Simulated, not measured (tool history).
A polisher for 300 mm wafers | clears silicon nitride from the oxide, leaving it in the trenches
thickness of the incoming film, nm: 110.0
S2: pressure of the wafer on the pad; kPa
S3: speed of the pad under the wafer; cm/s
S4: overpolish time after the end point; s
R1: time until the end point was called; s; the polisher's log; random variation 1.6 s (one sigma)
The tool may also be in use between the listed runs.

run 1 hour=0 | flow_of_slurry_(ml/min)=130 S2=17.2 S3=130 S4=16 | R1=87.826
run 2 hour=7.1 | flow_of_slurry_(ml/min)=140 S2=17.2 S3=130 S4=16 | R1=90.626
run 3 hour=8.7 | flow_of_slurry_(ml/min)=140 S2=13.8 S3=130 S4=16 | R1=101.96
run 4 hour=12.8 | flow_of_slurry_(ml/min)=140 S2=17.2 S3=130 S4=16 | R1=87.841
run 5 hour=21.7 | flow_of_slurry_(ml/min)=140 S2=15.9 S3=130 S4=16 | R1=92.87
run 6 hour=27.7 | flow_of_slurry_(ml/min)=110 S2=15.9 S3=130 S4=16 | R1=95.279
run 7 hour=30.2 | flow_of_slurry_(ml/min)=110 S2=15.2 S3=130 S4=16 | R1=100.76
run 8 hour=35.9 | flow_of_slurry_(ml/min)=110 S2=14.5 S3=130 S4=16 | R1=102.7
run 9 hour=39.6 | flow_of_slurry_(ml/min)=110 S2=13.8 S3=130 S4=16 | R1=103.66
run 10 hour=41.5 | flow_of_slurry_(ml/min)=110 S2=13.1 S3=130 S4=16 | R1=107.34
run 11 hour=49.6 | flow_of_slurry_(ml/min)=110 S2=12.4 S3=130 S4=16 | R1=110.72
run 12 hour=53.9 | flow_of_slurry_(ml/min)=110 S2=12.4 S3=130 S4=16 | R1=109.26
run 13 hour=55 | flow_of_slurry_(ml/min)=110 S2=11.7 S3=130 S4=16 | R1=116.3

Forecast run 14:
run 14 hour=57.9 | flow_of_slurry_(ml/min)=110 S2=10.3 S3=130 S4=16 | R1=?

Run 14 gave R1 121.5 s.
